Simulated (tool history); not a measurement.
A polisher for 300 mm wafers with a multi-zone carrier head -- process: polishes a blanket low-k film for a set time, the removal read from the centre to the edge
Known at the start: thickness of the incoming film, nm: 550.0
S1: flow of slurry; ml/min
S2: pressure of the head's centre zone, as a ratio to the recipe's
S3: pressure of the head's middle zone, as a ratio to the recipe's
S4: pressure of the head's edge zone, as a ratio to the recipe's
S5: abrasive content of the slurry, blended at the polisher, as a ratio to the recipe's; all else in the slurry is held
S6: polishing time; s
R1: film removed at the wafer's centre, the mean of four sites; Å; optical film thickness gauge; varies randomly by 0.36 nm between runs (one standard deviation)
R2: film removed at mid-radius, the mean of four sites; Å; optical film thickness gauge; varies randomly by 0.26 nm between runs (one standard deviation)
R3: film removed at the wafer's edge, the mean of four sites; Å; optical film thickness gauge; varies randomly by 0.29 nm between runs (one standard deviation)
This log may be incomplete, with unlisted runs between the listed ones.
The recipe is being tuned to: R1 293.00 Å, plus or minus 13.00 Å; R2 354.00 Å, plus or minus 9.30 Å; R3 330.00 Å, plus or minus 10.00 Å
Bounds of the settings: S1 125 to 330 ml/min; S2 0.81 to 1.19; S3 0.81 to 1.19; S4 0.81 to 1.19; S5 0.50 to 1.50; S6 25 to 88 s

run    day   S1    S2    S3    S4    S5  S6      R1      R2      R3
  1  0.000  210  1.00  1.00  1.00  1.00  56  290.76  292.58  285.31
  2  0.096  225  0.98  1.04  1.05  1.05  56  299.49  311.82  309.29
  3  0.417  240  0.96  1.07  1.05  1.05  56  301.46  317.74  307.95
  4  0.479  260  0.96  1.07  1.05  1.05  56  298.88  326.09  315.33
  5  0.529  275  0.94  1.09  1.05  1.05  56  295.71  325.79  315.50
  6  0.775  275  0.94  1.09  1.05  0.95  56  273.99  305.13  288.80
  7  0.875  280  0.93  1.12  1.07  1.00  56  287.75  324.95  310.95
  8  1.125  285  0.92  1.14  1.07  1.00  56  275.97  326.09  305.33
  9  1.396  290  0.92  1.15  1.08  1.00  56  275.93  333.88  304.84
 10  1.538  295  0.93  1.15  1.10  1.00  56  292.54  332.07  311.95
 11  1.604  295  0.92  1.16  1.11  1.00  56  277.22  331.78  312.89
 12  1.817  295  0.92  1.17  1.11  1.00  56  280.14  337.75  312.84
 13  2.158  295  0.92  1.17  1.12  1.00  56  283.63  330.56  314.24
 14  2.488  300  0.92  1.18  1.12  1.00  56  282.16  335.25  313.98

4 next moves are on the table. One of them brings every result within its allowed miss. Which?
  A  2.817  300  0.92  1.18  1.12  1.00  59   ?   ?   ?
  B  2.817  300  0.92  1.17  1.10  0.95  56   ?   ?   ?
  C  2.817  310  0.94  1.14  1.11  0.85  63   ?   ?   ?
  D  2.817  245  0.85  1.19  1.02  0.90  65   ?   ?   ?

move      R1      R2      R3
   A  298.58  354.96  330.35
   B  273.31  322.94  299.68
   C  288.75  327.59  311.08
   D  274.52  356.62  316.30
A: every result lands within tolerance
B: misses by more than the last run did
C: misses by more than the last run did
D: gets the furthest-off result to its target, but another result is out of tolerance
Go with A: it meets all targets.
